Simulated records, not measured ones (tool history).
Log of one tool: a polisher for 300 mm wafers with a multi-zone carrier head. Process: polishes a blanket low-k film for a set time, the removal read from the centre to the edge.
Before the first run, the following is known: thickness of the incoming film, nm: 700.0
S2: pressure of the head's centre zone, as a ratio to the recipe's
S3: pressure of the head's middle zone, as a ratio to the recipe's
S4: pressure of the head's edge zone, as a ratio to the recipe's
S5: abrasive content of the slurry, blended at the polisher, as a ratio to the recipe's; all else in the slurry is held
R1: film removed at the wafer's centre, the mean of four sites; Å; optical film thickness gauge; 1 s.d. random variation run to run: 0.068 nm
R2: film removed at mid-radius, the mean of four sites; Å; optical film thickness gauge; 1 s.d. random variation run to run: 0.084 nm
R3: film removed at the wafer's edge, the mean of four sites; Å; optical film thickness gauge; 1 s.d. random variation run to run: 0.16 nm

{"run": 1, "hour": 0.0, "flow of slurry (ml/min)": 255, "S2": 1, "S3": 1, "S4": 1, "S5": 1, "polishing time (s)": 38, "R1": 185.39, "R2": 183.11, "R3": 197.99}
{"run": 2, "hour": 6.7, "flow of slurry (ml/min)": 305, "S2": 1, "S3": 1, "S4": 1, "S5": 1, "polishing time (s)": 38, "R1": 187.73, "R2": 182.16, "R3": 195.28}
{"run": 3, "hour": 13.8, "flow of slurry (ml/min)": 305, "S2": 1, "S3": 1, "S4": 1, "S5": 1, "polishing time (s)": 42, "R1": 209.56, "R2": 202.17, "R3": 215.27}
{"run": 4, "hour": 19.0, "flow of slurry (ml/min)": 330, "S2": 0.96, "S3": 0.97, "S4": 0.95, "S5": 0.85, "polishing time (s)": 38, "R1": 163.38, "R2": 160.5, "R3": 170.07}
{"run": 5, "hour": 21.1, "flow of slurry (ml/min)": 365, "S2": 0.96, "S3": 0.97, "S4": 0.95, "S5": 0.85, "polishing time (s)": 38, "R1": 164.27, "R2": 162.26, "R3": 169.6}
{"hour": 24.3, "done": "edge zone pressure recalibrated"}
{"run": 6, "hour": 24.3, "flow of slurry (ml/min)": 365, "S2": 0.96, "S3": 0.9, "S4": 0.95, "S5": 0.85, "polishing time (s)": 38, "R1": 165.79, "R2": 150.83, "R3": 168.08}
{"run": 7, "hour": 28.7, "flow of slurry (ml/min)": 365, "S2": 0.96, "S3": 0.9, "S4": 0.95, "S5": 0.85, "polishing time (s)": 38, "R1": 163.15, "R2": 151.28, "R3": 168.31}
{"run": 8, "hour": 35.6, "flow of slurry (ml/min)": 375, "S2": 0.92, "S3": 0.88, "S4": 0.91, "S5": 0.75, "polishing time (s)": 37, "R1": 140.63, "R2": 132.25, "R3": 148.57}
{"run": 9, "hour": 39.0, "flow of slurry (ml/min)": 375, "S2": 0.92, "S3": 0.88, "S4": 0.91, "S5": 0.75, "polishing time (s)": 37, "R1": 140.08, "R2": 133.55, "R3": 147.12}
{"run": 10, "hour": 47.4, "flow of slurry (ml/min)": 385, "S2": 0.9, "S3": 0.87, "S4": 0.88, "S5": 0.7, "polishing time (s)": 37, "R1": 128.49, "R2": 122.9, "R3": 133.59}
{"run": 11, "hour": 52.7, "flow of slurry (ml/min)": 390, "S2": 0.87, "S3": 0.86, "S4": 0.86, "S5": 0.7, "polishing time (s)": 37, "R1": 126.26, "R2": 123.68, "R3": 134.19}
{"run": 12, "hour": 54.3, "flow of slurry (ml/min)": 395, "S2": 0.86, "S3": 0.85, "S4": 0.84, "S5": 0.65, "polishing time (s)": 37, "R1": 116.28, "R2": 113.92, "R3": 123.07}

Estimate the outcome of run 13 from the log above:
{"run": 13, "hour": 61.6, "flow of slurry (ml/min)": 390, "S2": 0.85, "S3": 0.85, "S4": 0.83, "S5": 0.65, "polishing time (s)": 37, "R1": "?", "R2": "?", "R3": "?"}

Run 13 came out at R1 114.9 Å, R2 113.64 Å, R3 125.9 Å.
